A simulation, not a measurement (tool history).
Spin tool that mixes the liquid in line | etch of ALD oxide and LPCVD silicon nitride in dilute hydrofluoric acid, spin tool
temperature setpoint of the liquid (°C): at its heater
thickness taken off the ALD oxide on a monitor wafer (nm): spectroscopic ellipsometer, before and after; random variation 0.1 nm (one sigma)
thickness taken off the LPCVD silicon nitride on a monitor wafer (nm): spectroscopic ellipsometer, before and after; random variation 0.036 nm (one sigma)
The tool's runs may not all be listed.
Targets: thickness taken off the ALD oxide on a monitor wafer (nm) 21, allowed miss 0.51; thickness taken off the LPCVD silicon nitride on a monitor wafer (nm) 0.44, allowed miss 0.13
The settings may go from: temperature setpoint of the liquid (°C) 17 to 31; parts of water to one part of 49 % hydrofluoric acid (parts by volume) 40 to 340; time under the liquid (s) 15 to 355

run,hour,temperature setpoint of the liquid (°C),parts of water to one part of 49 % hydrofluoric acid (parts by volume),time under the liquid (s),thickness taken off the ALD oxide on a monitor wafer (nm),thickness taken off the LPCVD silicon nitride on a monitor wafer (nm)
1,0,23,190,180,15.723,0.42186
2,3.5,24.5,185,180,17.183,0.51135
3,7.4,24.5,175,180,18.256,0.48518
4,9.9,24.5,215,180,14.323,0.36897
5,12.8,24.5,215,205,16.164,0.45426
6,18.2,26,210,205,17.595,0.53062
7,25.5,26,205,205,18.121,0.48775
8,31.6,27,205,205,18.774,0.52397
9,39.9,28,205,205,19.629,0.59122
10,41.9,28,200,205,19.973,0.61843
11,45.8,27.5,195,205,20.484,0.58878
12,47,27,190,205,20.519,0.70631
13,48.6,26.5,190,205,20.214,0.69601
14,50.3,25,170,200,21.449,0.55374
15,57.4,24.5,170,200,21.021,0.54721
16,62.4,24,165,200,21.618,0.55412

Which of these 4 next moves meets every target?
A,67.4,17.5,135,220,?,?
B,67.4,17,150,230,?,?
C,67.4,17,120,195,?,?
D,67.4,17,150,245,?,?

move,thickness taken off the ALD oxide on a monitor wafer (nm),thickness taken off the LPCVD silicon nitride on a monitor wafer (nm)
A,23.126,0.54237
B,21.004,0.49494
C,22.93,0.52044
D,22.374,0.52721
A: further off than the last run
B: meets every target
C: further off than the last run
D: further off than the last run
Move B is the one to make.

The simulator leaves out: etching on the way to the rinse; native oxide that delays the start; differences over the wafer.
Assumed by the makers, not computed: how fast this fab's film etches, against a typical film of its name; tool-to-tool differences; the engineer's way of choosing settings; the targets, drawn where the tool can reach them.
